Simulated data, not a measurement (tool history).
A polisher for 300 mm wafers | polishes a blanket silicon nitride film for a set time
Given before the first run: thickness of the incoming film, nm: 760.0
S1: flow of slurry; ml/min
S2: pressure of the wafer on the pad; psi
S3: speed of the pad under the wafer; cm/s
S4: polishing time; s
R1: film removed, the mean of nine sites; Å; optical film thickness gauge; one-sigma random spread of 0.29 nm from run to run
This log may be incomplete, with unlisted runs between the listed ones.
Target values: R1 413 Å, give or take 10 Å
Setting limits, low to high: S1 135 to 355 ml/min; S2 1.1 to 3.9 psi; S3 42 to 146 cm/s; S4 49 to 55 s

| run | hour | S1 | S2 | S3 | S4 | R1 |
|---|---|---|---|---|---|---|
| 1 | 0 | 225 | 2.5 | 94 | 55 | 558.24 |
| 2 | 4.8 | 275 | 2.5 | 94 | 55 | 573.65 |
| 3 | 7.7 | 275 | 2.5 | 94 | 55 | 579.09 |
| 4 | 12.6 | 265 | 2.4 | 94 | 55 | 553.4 |
| 5 | 19.8 | 255 | 2.3 | 94 | 55 | 527.77 |
| 6 | 23.4 | 250 | 2.2 | 94 | 55 | 506.05 |
| 7 | 25.3 | 220 | 1.6 | 94 | 55 | 368.02 |
| 8 | 33.3 | 230 | 1.6 | 94 | 55 | 369.35 |
| 9 | 34.5 | 240 | 1.6 | 94 | 55 | 375.34 |
| 10 | 38.4 | 250 | 1.6 | 94 | 55 | 371.23 |
|  | 41.7 | worn pad replaced by a new one |
| 11 | 41.7 | 255 | 1.7 | 94 | 55 | 443.51 |
| 12 | 47.9 | 250 | 1.7 | 94 | 55 | 442.71 |
| 13 | 50.8 | 245 | 1.7 | 94 | 55 | 432.74 |
| 14 | 55.2 | 240 | 1.7 | 94 | 55 | 440.57 |
| 15 | 61.4 | 240 | 1.5 | 94 | 55 | 386.66 |
| 16 | 67.2 | 245 | 1.5 | 94 | 55 | 387.85 |

Which of these 4 next moves meets every target?
| A | 73 | 265 | 1.4 | 102 | 55 | ? |
| B | 73 | 250 | 1.6 | 92 | 53 | ? |
| C | 73 | 335 | 2 | 72 | 53 | ? |
| D | 73 | 215 | 1.6 | 84 | 54 | ? |

| move | R1 |
|---|---|
| A | 395.05 |
| B | 395.44 |
| C | 414.16 |
| D | 367.75 |
A: an improvement on the last run, though not all results are within tolerance
B: an improvement on the last run, though not all results are within tolerance
C: every result within its allowed miss
D: the biggest miss grows against the last run
The move that meets every target is C.
